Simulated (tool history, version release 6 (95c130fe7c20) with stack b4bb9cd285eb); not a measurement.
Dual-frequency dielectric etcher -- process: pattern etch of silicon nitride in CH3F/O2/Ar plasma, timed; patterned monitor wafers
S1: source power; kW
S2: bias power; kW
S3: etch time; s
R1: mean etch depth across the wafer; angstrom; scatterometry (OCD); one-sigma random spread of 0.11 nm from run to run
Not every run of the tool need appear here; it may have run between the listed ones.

run 1 day=0.000 | S1=0.400 S2=0.065 S3=32.5 | R1=211.98
run 2 day=0.304 | S1=0.430 S2=0.065 S3=32.5 | R1=215.49
run 3 day=0.638 | S1=0.430 S2=0.065 S3=32.5 | R1=217.41
run 4 day=0.821 | S1=0.430 S2=0.070 S3=32.5 | R1=222.19
run 5 day=1.088 | S1=0.410 S2=0.067 S3=32.0 | R1=212.99
run 6 day=1.388 | S1=0.410 S2=0.067 S3=30.0 | R1=199.90
run 7 day=1.446 | S1=0.400 S2=0.066 S3=30.0 | R1=196.75
run 8 day=1.646 | S1=0.390 S2=0.065 S3=30.0 | R1=195.28
run 9 day=1.938 | S1=0.380 S2=0.064 S3=30.0 | R1=191.33

Run 10 comes next. What will it give?
run 10 day=2.146 | S1=0.370 S2=0.064 S3=30.0 | R1=?

{"run 10": {"R1": 191.81}}
